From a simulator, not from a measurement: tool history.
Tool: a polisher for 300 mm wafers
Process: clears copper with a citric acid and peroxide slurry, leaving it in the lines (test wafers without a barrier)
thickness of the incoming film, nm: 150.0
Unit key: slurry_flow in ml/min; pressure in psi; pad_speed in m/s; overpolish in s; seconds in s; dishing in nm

run,hour,slurry_flow,pressure,pad_speed,slurry_solids,overpolish,seconds,dishing
1,0.0,175,2.5,0.92,1.0,28,103.520,24.469
2,4.5,185,2.7,0.92,1.0,23,93.866,22.630
3,12.6,185,2.7,0.78,1.0,23,112.840,19.248
4,17.3,185,2.7,0.78,1.0,16,111.620,15.048
5,19.9,195,2.9,0.78,1.0,16,102.510,15.210
6,28.3,195,2.9,0.78,0.8,16,107.350,14.830
7,28.8,200,3.1,0.78,0.8,17,99.787,17.005

What will run 8 give?
# hour 30.6: worn pad replaced by a new one
8,30.6,205,3.3,0.78,0.8,17,?,?

{"run 8": {"seconds": 87.094, "dishing": 18.681}}

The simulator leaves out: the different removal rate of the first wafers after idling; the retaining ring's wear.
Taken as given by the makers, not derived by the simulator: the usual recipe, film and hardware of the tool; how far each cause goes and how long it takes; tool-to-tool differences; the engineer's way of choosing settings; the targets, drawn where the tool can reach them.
